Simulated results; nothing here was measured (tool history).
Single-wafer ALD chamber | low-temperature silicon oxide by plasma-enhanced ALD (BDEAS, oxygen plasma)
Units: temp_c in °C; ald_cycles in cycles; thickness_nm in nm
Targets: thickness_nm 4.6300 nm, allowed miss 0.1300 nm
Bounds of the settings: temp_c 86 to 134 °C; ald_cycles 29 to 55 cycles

run  hour  temp_c  ald_cycles  thickness_nm
  1   0.0     110          42        5.9963
  2   1.5     110          48        6.8914
  3   6.2     111          45        6.4219
  4  10.6     111          40        5.6955
  5  18.3     121          40        5.6181
  6  23.1     121          37        5.1798
  7  25.2     121          36        5.0411
  8  26.0     121          35        4.9070
     31.8  -- thermocouple changed; heater temperature recalibrated
  9  31.8     121          34        4.7866

4 next moves are on the table. One of them brings every result within its allowed miss. Which?
  A  37.6     109          30             ?
  B  37.6     124          33             ?
  C  37.6     119          30             ?
  D  37.6     114          31             ?

move  thickness_nm
   A        4.3083
   B        4.6243
   C        4.2387
   D        4.4160
A: takes the result that was furthest off past its target
B: meets every target
C: takes the result that was furthest off past its target
D: takes the result that was furthest off past its target
The right move is B.
